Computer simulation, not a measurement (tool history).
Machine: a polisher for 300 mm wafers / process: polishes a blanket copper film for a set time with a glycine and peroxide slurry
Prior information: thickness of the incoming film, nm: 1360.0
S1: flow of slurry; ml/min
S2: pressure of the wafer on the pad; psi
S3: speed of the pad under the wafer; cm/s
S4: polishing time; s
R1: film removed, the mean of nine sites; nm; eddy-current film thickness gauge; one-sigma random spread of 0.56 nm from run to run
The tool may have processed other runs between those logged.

Run 1, hour 0.0: S1 135 ml/min, S2 1.7 psi, S3 86 cm/s, S4 21 s. Result: R1 69.788 nm.
Run 2, hour 3.7: S1 165 ml/min, S2 1.7 psi, S3 86 cm/s, S4 21 s. Result: R1 72.773 nm.
Run 3, hour 11.3: S1 160 ml/min, S2 1.6 psi, S3 86 cm/s, S4 21 s. Result: R1 70.206 nm.
Run 4, hour 14.5: S1 160 ml/min, S2 1.6 psi, S3 86 cm/s, S4 21 s. Result: R1 68.745 nm.
Run 5, hour 15.6: S1 160 ml/min, S2 1.6 psi, S3 86 cm/s, S4 19 s. Result: R1 61.729 nm.
Run 6, hour 18.7: S1 160 ml/min, S2 1.6 psi, S3 86 cm/s, S4 19 s. Result: R1 62.386 nm.
Run 7, hour 22.9: S1 155 ml/min, S2 1.6 psi, S3 86 cm/s, S4 19 s. Result: R1 61.733 nm.

Run 8 comes next. What will it give?
Run 8, hour 29.8: S1 150 ml/min, S2 1.6 psi, S3 86 cm/s, S4 19 s. Result: R1 ?.

Run 8 yielded R1 62.513 nm.
